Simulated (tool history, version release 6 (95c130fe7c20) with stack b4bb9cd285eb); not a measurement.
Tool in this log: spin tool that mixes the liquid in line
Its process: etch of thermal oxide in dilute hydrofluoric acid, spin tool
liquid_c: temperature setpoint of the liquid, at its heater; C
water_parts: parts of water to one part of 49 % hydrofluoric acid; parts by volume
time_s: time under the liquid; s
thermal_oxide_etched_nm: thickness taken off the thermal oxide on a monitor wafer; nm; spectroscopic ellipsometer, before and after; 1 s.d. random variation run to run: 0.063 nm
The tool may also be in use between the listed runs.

run	hour	liquid_c	water_parts	time_s	thermal_oxide_etched_nm
1	0.0	26.0	115	95	4.0538
2	3.6	24.5	115	95	3.8409
3	7.8	26.5	100	95	4.8965
4	12.7	28.0	90	95	5.7896
5	14.2	26.5	90	95	5.4259
6	20.8	26.5	90	75	4.3199
7	21.7	28.0	80	75	5.2880

Forecast run 8:
8	27.1	29.0	70	75	?

{"run 8": {"thermal_oxide_etched_nm": 6.3082}}
